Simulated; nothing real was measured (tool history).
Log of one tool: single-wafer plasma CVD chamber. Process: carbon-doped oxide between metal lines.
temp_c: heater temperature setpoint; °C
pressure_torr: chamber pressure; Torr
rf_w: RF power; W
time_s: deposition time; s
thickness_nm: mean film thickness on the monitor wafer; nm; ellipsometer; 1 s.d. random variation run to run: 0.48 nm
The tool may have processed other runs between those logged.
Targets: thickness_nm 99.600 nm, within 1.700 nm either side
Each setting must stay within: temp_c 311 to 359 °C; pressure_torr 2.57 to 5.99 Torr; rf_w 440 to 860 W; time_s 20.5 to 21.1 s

{"run": 1, "hour": 0.0, "temp_c": 335, "pressure_torr": 4.28, "rf_w": 650, "time_s": 20.5, "thickness_nm": 116.35}
{"run": 2, "hour": 2.6, "temp_c": 338, "pressure_torr": 4.02, "rf_w": 635, "time_s": 20.5, "thickness_nm": 112.92}
{"run": 3, "hour": 7.9, "temp_c": 341, "pressure_torr": 3.82, "rf_w": 620, "time_s": 20.5, "thickness_nm": 108.37}
{"run": 4, "hour": 9.8, "temp_c": 344, "pressure_torr": 3.71, "rf_w": 615, "time_s": 20.5, "thickness_nm": 106.27}
{"run": 5, "hour": 17.6, "temp_c": 346, "pressure_torr": 3.63, "rf_w": 615, "time_s": 20.5, "thickness_nm": 105.79}
{"run": 6, "hour": 26.2, "temp_c": 348, "pressure_torr": 3.51, "rf_w": 610, "time_s": 20.5, "thickness_nm": 104.92}
{"run": 7, "hour": 32.3, "temp_c": 354, "pressure_torr": 3.06, "rf_w": 570, "time_s": 20.5, "thickness_nm": 95.78}
{"run": 8, "hour": 34.0, "temp_c": 352, "pressure_torr": 3.12, "rf_w": 570, "time_s": 20.5, "thickness_nm": 96.59}

Below are 4 possible settings for the next run. Only one of them brings all results inside the allowed miss of their targets. Which is it?
{"run": "A", "hour": 35.7, "temp_c": 359, "pressure_torr": 3.61, "rf_w": 550, "time_s": 20.5, "thickness_nm": "?"}
{"run": "B", "hour": 35.7, "temp_c": 345, "pressure_torr": 3.75, "rf_w": 590, "time_s": 20.5, "thickness_nm": "?"}
{"run": "C", "hour": 35.7, "temp_c": 350, "pressure_torr": 3.19, "rf_w": 535, "time_s": 21.1, "thickness_nm": "?"}
{"run": "D", "hour": 35.7, "temp_c": 352, "pressure_torr": 3.98, "rf_w": 545, "time_s": 21.0, "thickness_nm": "?"}

move=A thickness_nm=94.392
move=B thickness_nm=104.150
move=C thickness_nm=96.314
move=D thickness_nm=99.614
A: further off than the last run
B: carries the result that was furthest off beyond its target, to the other side
C: further off than the last run
D: all results land within tolerance of their targets
Move D is the one to make.
